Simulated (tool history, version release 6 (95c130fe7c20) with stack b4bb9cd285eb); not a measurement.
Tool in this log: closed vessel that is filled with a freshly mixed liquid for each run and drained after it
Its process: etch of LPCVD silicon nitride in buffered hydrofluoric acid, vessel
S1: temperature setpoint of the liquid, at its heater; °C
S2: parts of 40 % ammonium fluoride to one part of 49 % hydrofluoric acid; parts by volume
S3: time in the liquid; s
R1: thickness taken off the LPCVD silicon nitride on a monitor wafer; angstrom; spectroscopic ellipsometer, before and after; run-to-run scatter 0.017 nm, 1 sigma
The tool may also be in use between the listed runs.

{"run": 1, "hour": 0.0, "S1": 22, "S2": 13, "S3": 620, "R1": 57.233}
{"run": 2, "hour": 5.9, "S1": 22, "S2": 10, "S3": 620, "R1": 73.605}
{"run": 3, "hour": 8.1, "S1": 21, "S2": 10.5, "S3": 620, "R1": 66.45}
{"run": 4, "hour": 12.7, "S1": 20, "S2": 11, "S3": 620, "R1": 59.882}
{"run": 5, "hour": 16.7, "S1": 19.5, "S2": 11.5, "S3": 620, "R1": 55.518}
{"run": 6, "hour": 24.2, "S1": 19, "S2": 11.5, "S3": 620, "R1": 54.106}
{"run": 7, "hour": 31.4, "S1": 18.5, "S2": 11.5, "S3": 620, "R1": 52.938}
{"run": 8, "hour": 38.6, "S1": 18, "S2": 12, "S3": 620, "R1": 49.128}

Predict the results of run 9:
{"run": 9, "hour": 40.7, "S1": 17.5, "S2": 12.5, "S3": 620, "R1": "?"}

Logged for run 9: R1 45.93 angstrom.

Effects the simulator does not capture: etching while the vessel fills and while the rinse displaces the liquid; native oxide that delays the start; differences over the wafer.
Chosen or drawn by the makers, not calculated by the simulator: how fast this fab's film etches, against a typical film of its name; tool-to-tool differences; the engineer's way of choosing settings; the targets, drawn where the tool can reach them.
